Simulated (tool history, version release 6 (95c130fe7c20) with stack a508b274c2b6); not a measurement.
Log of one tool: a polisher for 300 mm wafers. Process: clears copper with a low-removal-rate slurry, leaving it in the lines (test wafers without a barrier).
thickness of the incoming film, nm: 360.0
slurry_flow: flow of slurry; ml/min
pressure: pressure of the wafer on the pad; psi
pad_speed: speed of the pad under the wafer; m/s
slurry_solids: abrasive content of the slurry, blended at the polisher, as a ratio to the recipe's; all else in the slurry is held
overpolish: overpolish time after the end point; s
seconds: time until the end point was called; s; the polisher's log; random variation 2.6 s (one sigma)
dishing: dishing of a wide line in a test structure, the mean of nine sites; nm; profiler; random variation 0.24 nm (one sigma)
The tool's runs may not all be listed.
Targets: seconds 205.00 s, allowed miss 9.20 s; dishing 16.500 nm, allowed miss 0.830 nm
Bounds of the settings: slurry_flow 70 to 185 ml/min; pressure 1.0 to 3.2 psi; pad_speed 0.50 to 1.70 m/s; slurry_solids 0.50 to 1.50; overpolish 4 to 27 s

Run 1, hour 0.0: slurry_flow 120 ml/min, pressure 2.1 psi, pad_speed 1.10 m/s, slurry_solids 1.00, overpolish 14 s. Result: seconds 144.82 s, dishing 25.950 nm.
Run 2, hour 3.4: slurry_flow 120 ml/min, pressure 2.1 psi, pad_speed 1.10 m/s, slurry_solids 1.00, overpolish 10 s. Result: seconds 146.60 s, dishing 19.890 nm.
Run 3, hour 5.4: slurry_flow 120 ml/min, pressure 2.1 psi, pad_speed 0.88 m/s, slurry_solids 1.00, overpolish 10 s. Result: seconds 167.96 s, dishing 16.775 nm.
Run 4, hour 9.5: slurry_flow 115 ml/min, pressure 2.0 psi, pad_speed 0.88 m/s, slurry_solids 1.00, overpolish 11 s. Result: seconds 179.39 s, dishing 17.139 nm.
Run 5, hour 12.8: slurry_flow 110 ml/min, pressure 2.0 psi, pad_speed 0.88 m/s, slurry_solids 1.00, overpolish 11 s. Result: seconds 180.86 s, dishing 17.251 nm.
Run 6, hour 21.3: slurry_flow 110 ml/min, pressure 2.0 psi, pad_speed 0.88 m/s, slurry_solids 1.10, overpolish 11 s. Result: seconds 178.59 s, dishing 17.281 nm.
Run 7, hour 22.2: slurry_flow 110 ml/min, pressure 2.0 psi, pad_speed 0.88 m/s, slurry_solids 1.10, overpolish 11 s. Result: seconds 178.45 s, dishing 17.540 nm.
Run 8, hour 25.7: slurry_flow 105 ml/min, pressure 1.9 psi, pad_speed 0.88 m/s, slurry_solids 1.10, overpolish 11 s. Result: seconds 185.15 s, dishing 16.429 nm.

5 next moves are on the table. One of them brings every result within its allowed miss. Which?
Run A, hour 29.2: slurry_flow 110 ml/min, pressure 1.8 psi, pad_speed 0.94 m/s, slurry_solids 1.20, overpolish 10 s. Result: seconds ?, dishing ?.
Run B, hour 29.2: slurry_flow 100 ml/min, pressure 2.0 psi, pad_speed 0.92 m/s, slurry_solids 1.25, overpolish 10 s. Result: seconds ?, dishing ?.
Run C, hour 29.2: slurry_flow 95 ml/min, pressure 2.3 psi, pad_speed 0.96 m/s, slurry_solids 1.15, overpolish 9 s. Result: seconds ?, dishing ?.
Run D, hour 29.2: slurry_flow 95 ml/min, pressure 1.8 psi, pad_speed 0.88 m/s, slurry_solids 0.95, overpolish 12 s. Result: seconds ?, dishing ?.
Run E, hour 29.2: slurry_flow 110 ml/min, pressure 2.1 psi, pad_speed 0.76 m/s, slurry_solids 1.15, overpolish 11 s. Result: seconds ?, dishing ?.

move  seconds  dishing
   A   175.50   16.164
   B   166.34   17.028
   C   149.15   17.134
   D   202.06   16.799
   E   180.43   17.268
A: further off than the last run
B: further off than the last run
C: further off than the last run
D: meets every target
E: further off than the last run
Answer: D
